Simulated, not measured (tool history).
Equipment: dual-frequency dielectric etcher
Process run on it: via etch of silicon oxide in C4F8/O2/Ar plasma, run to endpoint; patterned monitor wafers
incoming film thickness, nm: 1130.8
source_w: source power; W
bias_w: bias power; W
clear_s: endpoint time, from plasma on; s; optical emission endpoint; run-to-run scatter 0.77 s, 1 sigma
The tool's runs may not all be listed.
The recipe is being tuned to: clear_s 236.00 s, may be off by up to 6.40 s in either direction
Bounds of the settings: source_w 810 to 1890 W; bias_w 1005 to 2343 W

run 1 hour=0.0 | source_w=1350 bias_w=1674 | clear_s=262.94
run 2 hour=2.9 | source_w=1350 bias_w=1892 | clear_s=253.19
run 3 hour=5.4 | source_w=1220 bias_w=1892 | clear_s=259.86
run 4 hour=7.5 | source_w=1270 bias_w=1927 | clear_s=255.80
run 5 hour=14.0 | source_w=1270 bias_w=1771 | clear_s=261.68
-- hour=17.6 bias power generator calibrated
run 6 hour=17.6 | source_w=1330 bias_w=1817 | clear_s=256.18
run 7 hour=19.4 | source_w=1380 bias_w=1843 | clear_s=254.41
run 8 hour=27.5 | source_w=1430 bias_w=1884 | clear_s=250.59
run 9 hour=29.6 | source_w=1470 bias_w=1918 | clear_s=246.18

Exercise: of the 4 proposed moves below, exactly one satisfies all targets within the stated allowed misses. Which move is it?
run A hour=31.7 | source_w=1390 bias_w=1766 | clear_s=?
run B hour=31.7 | source_w=1320 bias_w=1799 | clear_s=?
run C hour=31.7 | source_w=1280 bias_w=1748 | clear_s=?
run D hour=31.7 | source_w=1530 bias_w=2122 | clear_s=?

move=A clear_s=258.30
move=B clear_s=260.46
move=C clear_s=264.94
move=D clear_s=237.66
A: the biggest miss grows against the last run
B: the biggest miss grows against the last run
C: the biggest miss grows against the last run
D: meets every target
Go with D: it meets all targets.
